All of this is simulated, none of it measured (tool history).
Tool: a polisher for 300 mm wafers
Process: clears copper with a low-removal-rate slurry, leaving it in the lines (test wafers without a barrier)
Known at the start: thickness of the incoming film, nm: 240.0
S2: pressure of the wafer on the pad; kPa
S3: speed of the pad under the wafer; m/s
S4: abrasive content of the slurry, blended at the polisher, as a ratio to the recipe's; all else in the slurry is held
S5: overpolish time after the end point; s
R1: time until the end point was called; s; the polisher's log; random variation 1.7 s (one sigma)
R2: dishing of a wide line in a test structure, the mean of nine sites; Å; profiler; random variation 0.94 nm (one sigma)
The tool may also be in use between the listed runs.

run 1 hour=0.0 | flow_of_slurry_(ml/min)=180 S2=15.9 S3=0.92 S4=1.0 S5=28 | R1=113.690 R2=380.11
run 2 hour=8.0 | flow_of_slurry_(ml/min)=205 S2=15.9 S3=0.92 S4=1.0 S5=28 | R1=117.220 R2=386.95
run 3 hour=8.7 | flow_of_slurry_(ml/min)=205 S2=19.3 S3=0.92 S4=1.0 S5=28 | R1=95.969 R2=430.37
run 4 hour=9.3 | flow_of_slurry_(ml/min)=205 S2=19.3 S3=0.92 S4=1.0 S5=34 | R1=95.214 R2=518.17
run 5 hour=18.0 | flow_of_slurry_(ml/min)=205 S2=16.5 S3=0.92 S4=1.0 S5=34 | R1=107.970 R2=469.22
run 6 hour=25.6 | flow_of_slurry_(ml/min)=205 S2=16.5 S3=0.92 S4=1.0 S5=41 | R1=109.170 R2=532.49
run 7 hour=32.2 | flow_of_slurry_(ml/min)=205 S2=14.5 S3=0.92 S4=1.0 S5=43 | R1=120.870 R2=504.40
run 8 hour=39.6 | flow_of_slurry_(ml/min)=205 S2=13.1 S3=0.92 S4=1.0 S5=45 | R1=135.490 R2=473.99
run 9 hour=41.0 | flow_of_slurry_(ml/min)=205 S2=12.4 S3=0.92 S4=1.0 S5=46 | R1=142.170 R2=482.05

Forecast run 10:
run 10 hour=45.7 | flow_of_slurry_(ml/min)=205 S2=11.7 S3=0.92 S4=1.0 S5=46 | R1=? R2=?

Run 10 gave R1 146.090 s, R2 434.54 Å.
